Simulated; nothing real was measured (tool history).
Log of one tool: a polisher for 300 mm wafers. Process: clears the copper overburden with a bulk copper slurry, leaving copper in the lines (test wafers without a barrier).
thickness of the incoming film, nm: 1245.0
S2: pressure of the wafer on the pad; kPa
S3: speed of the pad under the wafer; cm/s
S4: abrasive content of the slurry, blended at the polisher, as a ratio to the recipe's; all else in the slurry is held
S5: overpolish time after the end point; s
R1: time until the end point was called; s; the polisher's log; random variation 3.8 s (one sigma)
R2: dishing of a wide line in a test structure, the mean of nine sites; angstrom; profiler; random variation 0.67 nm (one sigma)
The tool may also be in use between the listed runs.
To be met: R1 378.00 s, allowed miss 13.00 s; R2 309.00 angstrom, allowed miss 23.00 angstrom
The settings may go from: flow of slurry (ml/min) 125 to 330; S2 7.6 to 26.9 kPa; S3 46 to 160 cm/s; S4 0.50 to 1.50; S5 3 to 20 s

{"run": 1, "day": 0.0, "flow of slurry (ml/min)": 210, "S2": 17.2, "S3": 102, "S4": 1.0, "S5": 10, "R1": 186.38, "R2": 458.12}
{"run": 2, "day": 0.342, "flow of slurry (ml/min)": 205, "S2": 14.5, "S3": 98, "S4": 1.0, "S5": 11, "R1": 232.58, "R2": 422.1}
{"run": 3, "day": 0.517, "flow of slurry (ml/min)": 205, "S2": 14.5, "S3": 98, "S4": 0.8, "S5": 11, "R1": 246.65, "R2": 386.54}
{"run": 4, "day": 0.875, "flow of slurry (ml/min)": 205, "S2": 14.5, "S3": 98, "S4": 0.9, "S5": 11, "R1": 236.72, "R2": 400.89}
{"run": 5, "day": 1.125, "flow of slurry (ml/min)": 205, "S2": 12.4, "S3": 96, "S4": 0.9, "S5": 11, "R1": 285.73, "R2": 341.1}
{"day": 1.233, "done": "slurry nozzle cleaned"}
{"run": 6, "day": 1.233, "flow of slurry (ml/min)": 205, "S2": 11.7, "S3": 96, "S4": 0.9, "S5": 11, "R1": 271.74, "R2": 353.25}
{"run": 7, "day": 1.442, "flow of slurry (ml/min)": 200, "S2": 10.3, "S3": 94, "S4": 0.9, "S5": 11, "R1": 324.33, "R2": 309.92}
{"run": 8, "day": 1.612, "flow of slurry (ml/min)": 190, "S2": 9.7, "S3": 94, "S4": 0.9, "S5": 11, "R1": 336.77, "R2": 295.57}
{"run": 9, "day": 1.696, "flow of slurry (ml/min)": 185, "S2": 9.0, "S3": 94, "S4": 0.9, "S5": 11, "R1": 370.49, "R2": 265.32}

Which of these 5 next moves meets every target?
{"run": "A", "day": 1.779, "flow of slurry (ml/min)": 200, "S2": 9.0, "S3": 80, "S4": 1.0, "S5": 19, "R1": "?", "R2": "?"}
{"run": "B", "day": 1.779, "flow of slurry (ml/min)": 130, "S2": 11.0, "S3": 84, "S4": 0.95, "S5": 10, "R1": "?", "R2": "?"}
{"run": "C", "day": 1.779, "flow of slurry (ml/min)": 175, "S2": 9.0, "S3": 100, "S4": 0.9, "S5": 16, "R1": "?", "R2": "?"}
{"run": "D", "day": 1.779, "flow of slurry (ml/min)": 160, "S2": 12.4, "S3": 62, "S4": 0.9, "S5": 17, "R1": "?", "R2": "?"}
{"run": "E", "day": 1.779, "flow of slurry (ml/min)": 200, "S2": 8.3, "S3": 98, "S4": 0.85, "S5": 13, "R1": "?", "R2": "?"}

move=A R1=412.34 R2=380.88
move=B R1=355.81 R2=261.63
move=C R1=349.18 R2=379.33
move=D R1=412.27 R2=358.80
move=E R1=381.61 R2=300.99
A: takes the result that was furthest off past its target
B: further off than the last run
C: takes the result that was furthest off past its target
D: takes the result that was furthest off past its target
E: meets every target
Answer: E
